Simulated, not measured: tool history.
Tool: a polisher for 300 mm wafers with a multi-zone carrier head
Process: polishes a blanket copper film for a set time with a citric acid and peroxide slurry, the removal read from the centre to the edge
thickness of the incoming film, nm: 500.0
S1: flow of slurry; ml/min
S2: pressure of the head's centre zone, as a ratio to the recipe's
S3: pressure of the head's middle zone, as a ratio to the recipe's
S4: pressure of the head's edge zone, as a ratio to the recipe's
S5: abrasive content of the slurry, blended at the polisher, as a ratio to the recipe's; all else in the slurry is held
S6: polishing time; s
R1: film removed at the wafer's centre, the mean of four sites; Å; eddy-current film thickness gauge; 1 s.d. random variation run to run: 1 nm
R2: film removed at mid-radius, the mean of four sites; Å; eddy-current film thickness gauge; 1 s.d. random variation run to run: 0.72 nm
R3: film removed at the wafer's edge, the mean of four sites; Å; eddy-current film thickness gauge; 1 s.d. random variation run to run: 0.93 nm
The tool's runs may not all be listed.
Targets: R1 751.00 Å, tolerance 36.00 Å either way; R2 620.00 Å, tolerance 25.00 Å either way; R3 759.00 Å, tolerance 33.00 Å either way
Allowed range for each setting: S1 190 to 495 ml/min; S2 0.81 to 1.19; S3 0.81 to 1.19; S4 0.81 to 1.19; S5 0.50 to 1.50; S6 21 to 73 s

run,hour,S1,S2,S3,S4,S5,S6,R1,R2,R3
1,0.0,320,1.00,1.00,1.00,1.00,47,596.27,626.40,626.42
2,7.4,320,1.00,0.96,1.00,1.00,47,611.74,604.36,631.50
3,12.4,320,1.01,0.95,1.02,1.05,47,615.33,595.86,629.93
4,14.9,320,1.01,0.93,1.03,1.05,48,630.64,590.14,663.50
5,19.7,320,1.01,0.89,1.03,1.05,48,650.50,582.61,659.60
6,23.7,320,1.02,0.89,1.04,1.10,48,650.98,588.17,654.27
7,24.5,320,1.02,0.88,1.05,1.10,49,639.00,587.29,661.18
8,32.7,320,1.03,0.87,1.05,1.10,50,657.01,608.20,689.47
9,37.1,335,1.04,0.86,1.05,1.05,51,707.05,585.90,698.97
10,40.3,340,1.04,0.86,1.06,1.05,51,693.57,600.46,701.82
11,47.5,340,1.04,0.85,1.06,1.05,51,688.69,582.82,704.43

Pick the move, out of 4, that brings all results within their allowed miss; only one does.
A,54.7,305,1.06,0.81,1.14,0.80,49,?,?,?
B,54.7,275,1.09,0.99,0.97,1.30,46,?,?,?
C,54.7,315,1.16,0.84,0.98,1.05,47,?,?,?
D,54.7,390,1.03,0.82,1.04,0.85,57,?,?,?

move,R1,R2,R3
A,654.81,516.23,674.51
B,684.48,622.37,635.46
C,715.54,538.09,632.61
D,768.01,625.38,768.71
A: lands further from the targets than the last run did
B: lands further from the targets than the last run did
C: corrects the largest miss of the last run, while another result sits out of spec
D: all results in spec
D is the move that brings every result within its allowed miss.

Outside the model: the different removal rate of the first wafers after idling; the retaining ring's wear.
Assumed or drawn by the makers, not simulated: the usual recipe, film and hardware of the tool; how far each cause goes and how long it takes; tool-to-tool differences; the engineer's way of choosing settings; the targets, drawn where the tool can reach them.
